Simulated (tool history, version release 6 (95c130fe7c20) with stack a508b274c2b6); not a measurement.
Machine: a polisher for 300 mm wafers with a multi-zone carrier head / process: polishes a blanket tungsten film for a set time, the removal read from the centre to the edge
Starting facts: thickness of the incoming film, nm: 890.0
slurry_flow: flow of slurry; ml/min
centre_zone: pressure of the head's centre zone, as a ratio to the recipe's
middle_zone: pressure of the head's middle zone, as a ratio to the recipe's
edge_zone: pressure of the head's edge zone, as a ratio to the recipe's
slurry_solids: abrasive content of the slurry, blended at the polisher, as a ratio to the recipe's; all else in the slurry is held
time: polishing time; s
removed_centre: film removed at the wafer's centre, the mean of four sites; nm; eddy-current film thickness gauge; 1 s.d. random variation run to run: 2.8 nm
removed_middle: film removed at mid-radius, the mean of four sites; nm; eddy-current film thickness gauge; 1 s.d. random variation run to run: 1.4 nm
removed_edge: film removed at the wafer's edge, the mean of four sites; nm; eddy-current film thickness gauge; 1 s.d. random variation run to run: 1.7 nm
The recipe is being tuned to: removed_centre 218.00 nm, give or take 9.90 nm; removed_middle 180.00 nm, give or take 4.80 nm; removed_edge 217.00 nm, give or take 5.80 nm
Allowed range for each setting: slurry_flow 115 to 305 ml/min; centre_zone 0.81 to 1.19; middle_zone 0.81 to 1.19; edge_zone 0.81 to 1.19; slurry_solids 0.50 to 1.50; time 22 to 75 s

run 1 day=0.000 | slurry_flow=195 centre_zone=1.00 middle_zone=1.00 edge_zone=1.00 slurry_solids=1.00 time=48 | removed_centre=272.71 removed_middle=256.28 removed_edge=258.90
run 2 day=0.338 | slurry_flow=180 centre_zone=0.99 middle_zone=0.94 edge_zone=0.99 slurry_solids=0.85 time=48 | removed_centre=247.39 removed_middle=230.14 removed_edge=241.19
run 3 day=0.704 | slurry_flow=180 centre_zone=0.99 middle_zone=0.94 edge_zone=0.99 slurry_solids=0.85 time=54 | removed_centre=283.53 removed_middle=258.38 removed_edge=270.91
run 4 day=0.942 | slurry_flow=165 centre_zone=1.00 middle_zone=0.90 edge_zone=1.01 slurry_solids=0.75 time=52 | removed_centre=258.44 removed_middle=228.91 removed_edge=247.69
run 5 day=1.225 | slurry_flow=165 centre_zone=1.06 middle_zone=0.90 edge_zone=1.01 slurry_solids=0.75 time=52 | removed_centre=277.32 removed_middle=225.75 removed_edge=250.25
run 6 day=1.571 | slurry_flow=165 centre_zone=1.06 middle_zone=0.90 edge_zone=1.01 slurry_solids=0.75 time=60 | removed_centre=323.09 removed_middle=260.67 removed_edge=286.69
run 7 day=1.912 | slurry_flow=125 centre_zone=0.96 middle_zone=0.81 edge_zone=1.00 slurry_solids=0.50 time=47 | removed_centre=178.25 removed_middle=150.00 removed_edge=182.66
run 8 day=2.112 | slurry_flow=160 centre_zone=0.97 middle_zone=0.81 edge_zone=1.03 slurry_solids=0.50 time=47 | removed_centre=199.35 removed_middle=156.74 removed_edge=192.33
run 9 day=2.212 | slurry_flow=180 centre_zone=0.95 middle_zone=0.83 edge_zone=1.06 slurry_solids=0.50 time=47 | removed_centre=188.81 removed_middle=166.98 removed_edge=199.33
run 10 day=2.333 | slurry_flow=200 centre_zone=0.96 middle_zone=0.83 edge_zone=1.07 slurry_solids=0.50 time=47 | removed_centre=198.49 removed_middle=168.70 removed_edge=202.32
run 11 day=2.558 | slurry_flow=200 centre_zone=0.96 middle_zone=0.83 edge_zone=1.07 slurry_solids=0.50 time=47 | removed_centre=197.09 removed_middle=171.92 removed_edge=203.54
run 12 day=2.862 | slurry_flow=210 centre_zone=0.97 middle_zone=0.83 edge_zone=1.09 slurry_solids=0.50 time=47 | removed_centre=205.91 removed_middle=171.70 removed_edge=207.64
run 13 day=3.050 | slurry_flow=250 centre_zone=0.97 middle_zone=0.86 edge_zone=1.12 slurry_solids=0.55 time=47 | removed_centre=219.64 removed_middle=187.67 removed_edge=219.90

Consider the 5 candidate settings below. Which is the only one whose results all fall within their allowed miss of target?
run A day=3.238 | slurry_flow=295 centre_zone=0.92 middle_zone=0.85 edge_zone=0.98 slurry_solids=0.50 time=52 | removed_centre=? removed_middle=? removed_edge=?
run B day=3.238 | slurry_flow=245 centre_zone=0.92 middle_zone=0.90 edge_zone=1.11 slurry_solids=0.50 time=51 | removed_centre=? removed_middle=? removed_edge=?
run C day=3.238 | slurry_flow=285 centre_zone=0.96 middle_zone=0.86 edge_zone=0.96 slurry_solids=0.50 time=51 | removed_centre=? removed_middle=? removed_edge=?
run D day=3.238 | slurry_flow=265 centre_zone=0.97 middle_zone=0.83 edge_zone=1.10 slurry_solids=0.55 time=46 | removed_centre=? removed_middle=? removed_edge=?
run E day=3.238 | slurry_flow=215 centre_zone=0.95 middle_zone=0.88 edge_zone=1.09 slurry_solids=0.50 time=52 | removed_centre=? removed_middle=? removed_edge=?

move=A removed_centre=222.26 removed_middle=199.17 removed_edge=223.62
move=B removed_centre=213.03 removed_middle=200.49 removed_edge=227.69
move=C removed_centre=226.59 removed_middle=196.49 removed_edge=216.81
move=D removed_centre=213.02 removed_middle=177.71 removed_edge=214.65
move=E removed_centre=219.90 removed_middle=197.10 removed_edge=227.29
A: moves away from the targets compared with the last run
B: moves away from the targets compared with the last run
C: moves away from the targets compared with the last run
D: every result within its allowed miss
E: moves away from the targets compared with the last run
D is the move that brings every result within its allowed miss.
